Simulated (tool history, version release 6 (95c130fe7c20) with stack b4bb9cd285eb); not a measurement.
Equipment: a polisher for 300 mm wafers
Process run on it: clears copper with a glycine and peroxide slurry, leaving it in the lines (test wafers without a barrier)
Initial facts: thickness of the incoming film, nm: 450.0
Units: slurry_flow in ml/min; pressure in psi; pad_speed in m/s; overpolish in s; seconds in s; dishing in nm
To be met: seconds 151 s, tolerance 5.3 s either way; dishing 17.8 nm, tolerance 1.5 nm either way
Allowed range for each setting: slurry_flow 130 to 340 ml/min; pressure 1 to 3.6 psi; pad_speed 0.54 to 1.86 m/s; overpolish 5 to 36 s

run	hour	slurry_flow	pressure	pad_speed	overpolish	seconds	dishing
1	0	220	2.3	1.18	18	104.22	39.854
2	8	220	1.9	1.18	18	122.17	35.986
3	14.7	220	1.9	1.18	23	122.55	42.847
4	15.4	215	1.7	1.2	17	135.05	34.608
5	18.1	255	1.8	1.06	13	135.46	26.651
6	26.1	265	1.7	1.04	10	143.36	20.859
7	30.3	265	1.7	1.04	9	143.28	19.108
8	32.8	265	1.7	1.04	9	141.08	18.91
9	38.5	260	1.7	1.04	9	142.15	19.166
10	40.9	250	1.5	1.04	8	159.63	15.178
11	43.6	290	1.6	1.02	10	147.71	19.814
# hour 46.4: slurry nozzle cleaned
12	46.4	285	1.6	1.02	10	142.67	19.776
13	53.4	280	1.6	1.02	10	143.35	21.475
14	61.7	270	1.6	1.02	10	141.15	21.412
15	69.5	260	1.6	1.04	9	141.97	18.553
16	72	260	1.6	1.04	9	142.45	18.159
17	74.5	255	1.6	1.04	9	142.42	19.423

Consider the 4 candidate settings below. Which is the only one whose results all fall within their allowed miss of target?
A	77	260	1.4	1.08	9	?	?
B	77	340	1.6	0.76	13	?	?
C	77	260	1.5	1.16	11	?	?
D	77	335	1.7	0.86	11	?	?

move	seconds	dishing
A	149.43	17.766
B	166.94	22.412
C	135.21	22.901
D	147.95	21.492
A: meets every target
B: takes the result that was furthest off past its target
C: the biggest miss grows against the last run
D: brings the result that was furthest off to its target, and leaves another outside
Move A is the one to make.

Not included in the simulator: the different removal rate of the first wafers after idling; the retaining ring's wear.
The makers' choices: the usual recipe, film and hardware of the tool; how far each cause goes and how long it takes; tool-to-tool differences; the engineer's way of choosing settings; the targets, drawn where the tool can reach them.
